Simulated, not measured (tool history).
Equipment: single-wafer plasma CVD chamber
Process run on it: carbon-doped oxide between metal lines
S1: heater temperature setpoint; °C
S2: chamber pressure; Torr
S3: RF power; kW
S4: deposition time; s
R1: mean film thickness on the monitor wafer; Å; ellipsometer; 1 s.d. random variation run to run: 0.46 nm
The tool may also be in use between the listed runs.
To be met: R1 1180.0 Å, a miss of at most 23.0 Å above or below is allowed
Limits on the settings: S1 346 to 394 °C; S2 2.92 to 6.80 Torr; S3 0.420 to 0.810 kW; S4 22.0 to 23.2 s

run  hour   S1    S2     S3    S4      R1
  1   0.0  370  4.86  0.615  23.2  1335.2
  2   2.8  365  4.86  0.615  23.2  1359.1
  3   6.0  369  4.48  0.595  23.2  1290.5
  4   9.7  372  4.21  0.590  23.2  1263.2
  5  15.6  375  4.00  0.585  23.2  1236.3
  6  19.3  377  3.85  0.580  23.2  1209.7
  7  22.3  378  3.78  0.580  23.2  1200.1
  8  25.4  379  3.74  0.580  23.2  1206.9
  9  29.4  380  3.46  0.560  23.2  1155.9

Exercise: of the 5 proposed moves below, exactly one satisfies all targets within the stated allowed misses. Which move is it?
  A  33.4  379  4.13  0.525  23.2   ?
  B  33.4  385  3.31  0.565  22.5   ?
  C  33.4  382  3.75  0.575  22.0   ?
  D  33.4  365  3.48  0.525  23.2   ?
  E  33.4  377  3.70  0.570  22.9   ?

move      R1
   A  1127.3
   B  1117.4
   C  1131.8
   D  1131.8
   E  1178.0
A: its largest miss is bigger than the last run's
B: its largest miss is bigger than the last run's
C: its largest miss is bigger than the last run's
D: its largest miss is bigger than the last run's
E: meets every target
Answer: E

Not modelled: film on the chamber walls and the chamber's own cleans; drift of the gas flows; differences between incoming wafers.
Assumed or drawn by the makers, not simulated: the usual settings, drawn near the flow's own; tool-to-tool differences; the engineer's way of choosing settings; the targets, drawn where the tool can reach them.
